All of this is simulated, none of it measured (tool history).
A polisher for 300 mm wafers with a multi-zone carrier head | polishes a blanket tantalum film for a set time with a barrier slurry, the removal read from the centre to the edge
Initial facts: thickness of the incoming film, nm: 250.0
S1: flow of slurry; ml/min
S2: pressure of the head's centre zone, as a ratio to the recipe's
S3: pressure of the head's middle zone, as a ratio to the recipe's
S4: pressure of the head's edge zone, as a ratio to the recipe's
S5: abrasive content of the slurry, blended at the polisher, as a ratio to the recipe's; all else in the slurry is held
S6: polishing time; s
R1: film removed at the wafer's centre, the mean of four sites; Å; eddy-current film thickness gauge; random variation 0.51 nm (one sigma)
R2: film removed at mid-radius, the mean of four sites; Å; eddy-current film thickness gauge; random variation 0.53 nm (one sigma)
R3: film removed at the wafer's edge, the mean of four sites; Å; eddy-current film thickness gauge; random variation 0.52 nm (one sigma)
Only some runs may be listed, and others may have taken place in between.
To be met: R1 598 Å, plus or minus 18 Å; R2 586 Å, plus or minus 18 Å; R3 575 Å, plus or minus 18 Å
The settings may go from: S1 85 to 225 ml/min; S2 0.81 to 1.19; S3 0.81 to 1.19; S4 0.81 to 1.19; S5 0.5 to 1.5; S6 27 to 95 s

{"run": 1, "day": 0.0, "S1": 145, "S2": 1, "S3": 1, "S4": 1, "S5": 1, "S6": 61, "R1": 844.61, "R2": 842.95, "R3": 856.03}
{"run": 2, "day": 0.358, "S1": 140, "S2": 1, "S3": 0.99, "S4": 0.97, "S5": 0.9, "S6": 59, "R1": 771.31, "R2": 781.45, "R3": 764.01}
{"run": 3, "day": 0.729, "S1": 135, "S2": 0.99, "S3": 0.96, "S4": 0.95, "S5": 0.85, "S6": 59, "R1": 759.04, "R2": 739.91, "R3": 752.12}
{"run": 4, "day": 0.767, "S1": 130, "S2": 0.98, "S3": 0.95, "S4": 0.93, "S5": 0.8, "S6": 58, "R1": 706.16, "R2": 697.27, "R3": 720.46}
{"run": 5, "day": 1.104, "S1": 130, "S2": 0.98, "S3": 0.95, "S4": 0.93, "S5": 0.9, "S6": 58, "R1": 739.21, "R2": 719.14, "R3": 751.88}
{"run": 6, "day": 1.175, "S1": 130, "S2": 0.98, "S3": 0.95, "S4": 0.92, "S5": 0.8, "S6": 57, "R1": 708.9, "R2": 689.36, "R3": 701.61}
{"run": 7, "day": 1.279, "S1": 125, "S2": 0.97, "S3": 0.95, "S4": 0.9, "S5": 0.75, "S6": 57, "R1": 664.3, "R2": 664.27, "R3": 670.93}
{"run": 8, "day": 1.529, "S1": 105, "S2": 1.02, "S3": 0.94, "S4": 0.81, "S5": 0.55, "S6": 56, "R1": 553.28, "R2": 539.1, "R3": 522.59}
{"run": 9, "day": 1.567, "S1": 110, "S2": 1.01, "S3": 0.94, "S4": 0.82, "S5": 0.55, "S6": 56, "R1": 563.09, "R2": 535.69, "R3": 535.71}
{"run": 10, "day": 1.754, "S1": 110, "S2": 1.01, "S3": 0.94, "S4": 0.82, "S5": 0.55, "S6": 56, "R1": 568.2, "R2": 541.24, "R3": 524.11}
{"run": 11, "day": 1.788, "S1": 115, "S2": 1, "S3": 0.94, "S4": 0.83, "S5": 0.55, "S6": 56, "R1": 566.51, "R2": 547.41, "R3": 543.74}
{"run": 12, "day": 2.071, "S1": 120, "S2": 1, "S3": 0.94, "S4": 0.83, "S5": 0.55, "S6": 56, "R1": 571.97, "R2": 553.12, "R3": 547.98}
{"run": 13, "day": 2.1, "S1": 125, "S2": 1, "S3": 0.94, "S4": 0.83, "S5": 0.55, "S6": 56, "R1": 572.22, "R2": 558.84, "R3": 547.37}

Of the 4 settings listed for the next run, only one would bring every result within its allowed miss of target. Which one?
{"run": "A", "day": 2.129, "S1": 125, "S2": 0.94, "S3": 0.91, "S4": 0.83, "S5": 0.65, "S6": 51, "R1": "?", "R2": "?", "R3": "?"}
{"run": "B", "day": 2.129, "S1": 135, "S2": 1, "S3": 0.95, "S4": 0.86, "S5": 0.55, "S6": 57, "R1": "?", "R2": "?", "R3": "?"}
{"run": "C", "day": 2.129, "S1": 100, "S2": 0.94, "S3": 0.87, "S4": 0.89, "S5": 0.7, "S6": 51, "R1": "?", "R2": "?", "R3": "?"}
{"run": "D", "day": 2.129, "S1": 95, "S2": 0.98, "S3": 1.03, "S4": 0.85, "S5": 0.6, "S6": 59, "R1": "?", "R2": "?", "R3": "?"}

move=A R1=542.86 R2=528.7 R3=546.04
move=B R1=595.22 R2=570.3 R3=575.3
move=C R1=529.96 R2=501.65 R3=563.17
move=D R1=580.68 R2=610.22 R3=586.8
A: its largest miss is bigger than the last run's
B: each result inside its tolerance
C: brings the last run's worst result on target, with another outside its allowed miss
D: brings the last run's worst result on target, with another outside its allowed miss
Move B is the one to make.

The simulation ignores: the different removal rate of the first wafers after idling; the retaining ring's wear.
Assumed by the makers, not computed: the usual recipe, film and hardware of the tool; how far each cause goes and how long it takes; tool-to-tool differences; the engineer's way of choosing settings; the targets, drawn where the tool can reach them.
